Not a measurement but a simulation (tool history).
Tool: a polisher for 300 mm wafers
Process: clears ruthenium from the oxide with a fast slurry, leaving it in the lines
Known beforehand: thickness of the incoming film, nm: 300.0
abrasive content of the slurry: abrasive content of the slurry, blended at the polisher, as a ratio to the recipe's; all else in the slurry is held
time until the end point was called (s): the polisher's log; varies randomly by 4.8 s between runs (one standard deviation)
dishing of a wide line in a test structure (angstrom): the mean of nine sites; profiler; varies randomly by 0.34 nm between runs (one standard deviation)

run,day,flow of slurry (ml/min),pressure of the wafer on the pad (kPa),speed of the pad under the wafer (cm/s),abrasive content of the slurry,overpolish time after the end point (s),time until the end point was called (s),dishing of a wide line in a test structure (angstrom)
1,0.000,155,20.7,82,1.00,29,87.007,677.93
2,0.233,155,18.6,82,1.00,29,92.713,620.88
3,0.575,150,16.5,72,0.95,28,126.380,482.10
4,0.938,150,15.2,66,0.95,27,144.230,403.58
5,1.033,150,13.1,66,0.95,27,167.560,366.92
6,1.396,150,15.2,66,0.95,27,145.250,398.61

Run 7 has not been measured yet. What should we expect?
7,1.425,150,13.8,62,0.95,27,?,?

Run 7 measured time until the end point was called (s) 170.950, dishing of a wide line in a test structure (angstrom) 361.18.
